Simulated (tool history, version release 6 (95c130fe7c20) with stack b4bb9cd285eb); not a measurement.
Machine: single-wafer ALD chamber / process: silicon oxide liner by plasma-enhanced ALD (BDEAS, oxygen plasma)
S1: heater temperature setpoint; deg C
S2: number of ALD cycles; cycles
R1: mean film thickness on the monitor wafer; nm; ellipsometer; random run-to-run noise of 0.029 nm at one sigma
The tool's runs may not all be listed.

run	hour	S1	S2	R1
1	0	315	50	4.8833
2	7.1	309	50	4.9378
3	15.7	308	53	5.2855
4	19.8	308	49	4.8771
5	20.8	317	49	4.8141
6	24.9	326	49	4.7082
7	32.5	326	49	4.7111
8	35.7	325	52	5.0538
9	42.2	325	54	5.1999
10	45.9	325	56	5.3625
11	52.6	325	58	5.5828

What will run 12 give?
12	53.7	325	59	?

{"run 12": {"R1": 5.6994}}
